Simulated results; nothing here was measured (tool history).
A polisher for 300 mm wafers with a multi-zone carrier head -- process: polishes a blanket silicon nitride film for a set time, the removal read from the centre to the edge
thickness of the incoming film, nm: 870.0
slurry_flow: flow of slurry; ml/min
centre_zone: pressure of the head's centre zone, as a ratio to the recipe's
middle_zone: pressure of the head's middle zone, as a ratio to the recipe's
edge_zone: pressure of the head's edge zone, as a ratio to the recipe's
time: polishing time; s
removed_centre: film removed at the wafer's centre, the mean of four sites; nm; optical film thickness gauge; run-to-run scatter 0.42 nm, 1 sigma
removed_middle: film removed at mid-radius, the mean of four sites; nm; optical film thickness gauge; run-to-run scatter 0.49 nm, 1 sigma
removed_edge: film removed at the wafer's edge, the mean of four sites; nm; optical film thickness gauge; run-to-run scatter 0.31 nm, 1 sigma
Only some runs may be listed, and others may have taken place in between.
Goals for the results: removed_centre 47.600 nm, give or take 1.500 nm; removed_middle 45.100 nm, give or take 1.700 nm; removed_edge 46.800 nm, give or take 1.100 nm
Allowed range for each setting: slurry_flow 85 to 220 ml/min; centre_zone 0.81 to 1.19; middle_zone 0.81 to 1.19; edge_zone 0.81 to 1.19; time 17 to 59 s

run  hour  slurry_flow  centre_zone  middle_zone  edge_zone  time  removed_centre  removed_middle  removed_edge
  1   0.0          140         1.00         1.00       1.00    38          78.317          77.951        77.140
  2   4.0          135         0.99         0.99       0.98    36          73.620          73.017        72.186
  3  11.3          135         1.04         0.99       0.98    36          76.391          73.268        72.305
  4  17.1          100         1.04         0.99       0.98    36          72.794          68.682        68.812
  5  20.0          100         1.04         0.99       0.98    30          61.445          57.562        57.968
  6  24.9          100         1.07         0.99       0.98    30          61.271          56.249        58.357
  7  26.0          100         1.06         0.98       0.97    29          59.677          54.926        55.351
  8  30.2          100         1.04         0.97       0.97    29          58.310          54.988        56.669
  9  33.2          100         1.04         0.96       0.96    28          55.872          51.589        53.204
 10  39.5           90         0.94         0.87       0.86    28          48.892          47.167        50.185
 11  46.1           90         0.94         0.87       0.85    28          50.286          47.874        49.220

5 candidate next runs follow, results not yet known. Just one meets every target within its allowed miss. Identify it.
  A  52.7           85         0.94         0.81       0.94    28               ?               ?             ?
  B  52.7          105         0.93         0.86       0.82    26               ?               ?             ?
  C  52.7          115         0.89         1.03       0.87    25               ?               ?             ?
  D  52.7           90         0.92         0.81       0.95    27               ?               ?             ?
  E  52.7           90         0.95         0.89       0.83    29               ?               ?             ?

move  removed_centre  removed_middle  removed_edge
   A          48.832          44.915        52.307
   B          47.177          45.753        46.987
   C          44.320          52.055        46.839
   D          46.731          43.844        51.106
   E          51.872          50.879        51.558
A: its largest miss is bigger than the last run's
B: meets every target
C: corrects the largest miss of the last run, while another result sits out of spec
D: its largest miss is bigger than the last run's
E: its largest miss is bigger than the last run's
Move B is the one to make.

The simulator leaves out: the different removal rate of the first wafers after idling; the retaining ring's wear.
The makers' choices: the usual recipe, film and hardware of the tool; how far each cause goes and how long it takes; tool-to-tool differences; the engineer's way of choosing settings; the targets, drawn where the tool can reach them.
